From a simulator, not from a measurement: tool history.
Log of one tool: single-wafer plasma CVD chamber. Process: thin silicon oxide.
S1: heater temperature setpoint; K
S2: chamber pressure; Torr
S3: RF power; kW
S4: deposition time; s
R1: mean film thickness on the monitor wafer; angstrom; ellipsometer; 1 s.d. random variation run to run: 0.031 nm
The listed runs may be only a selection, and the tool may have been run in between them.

Run 1, day 0: S1 648.15 K, S2 0.704 Torr, S3 0.31 kW, S4 8.17 s. Result: R1 134.54 angstrom.
Run 2, day 0.021: S1 648.15 K, S2 0.679 Torr, S3 0.31 kW, S4 8.17 s. Result: R1 130.64 angstrom.
Run 3, day 0.088: S1 648.15 K, S2 0.657 Torr, S3 0.31 kW, S4 8.17 s. Result: R1 126.26 angstrom.
Run 4, day 0.179: S1 643.15 K, S2 0.657 Torr, S3 0.31 kW, S4 8.17 s. Result: R1 127.61 angstrom.
Run 5, day 0.521: S1 643.15 K, S2 0.657 Torr, S3 0.31 kW, S4 8.17 s. Result: R1 126.45 angstrom.
Run 6, day 0.804: S1 643.15 K, S2 0.657 Torr, S3 0.345 kW, S4 8.17 s. Result: R1 131.93 angstrom.
Run 7, day 0.883: S1 643.15 K, S2 0.657 Torr, S3 0.345 kW, S4 8.17 s. Result: R1 130.79 angstrom.
Run 8, day 0.912: S1 643.15 K, S2 0.635 Torr, S3 0.345 kW, S4 8.17 s. Result: R1 125.95 angstrom.
Run 9, day 1.233: S1 643.15 K, S2 0.619 Torr, S3 0.345 kW, S4 8.17 s. Result: R1 123.74 angstrom.
Run 10, day 1.496: S1 643.15 K, S2 0.604 Torr, S3 0.345 kW, S4 8.17 s. Result: R1 120.23 angstrom.
Run 11, day 1.804: S1 643.15 K, S2 0.594 Torr, S3 0.345 kW, S4 8.17 s. Result: R1 118.35 angstrom.
Run 12, day 2.108: S1 643.15 K, S2 0.528 Torr, S3 0.345 kW, S4 8.17 s. Result: R1 104.87 angstrom.
Run 13, day 2.304: S1 642.15 K, S2 0.531 Torr, S3 0.345 kW, S4 8.17 s. Result: R1 105.65 angstrom.

For run 14, what comes out?
Run 14, day 2.525: S1 642.15 K, S2 0.534 Torr, S3 0.345 kW, S4 8.17 s. Result: R1 ?.

R1: 105.99 angstrom

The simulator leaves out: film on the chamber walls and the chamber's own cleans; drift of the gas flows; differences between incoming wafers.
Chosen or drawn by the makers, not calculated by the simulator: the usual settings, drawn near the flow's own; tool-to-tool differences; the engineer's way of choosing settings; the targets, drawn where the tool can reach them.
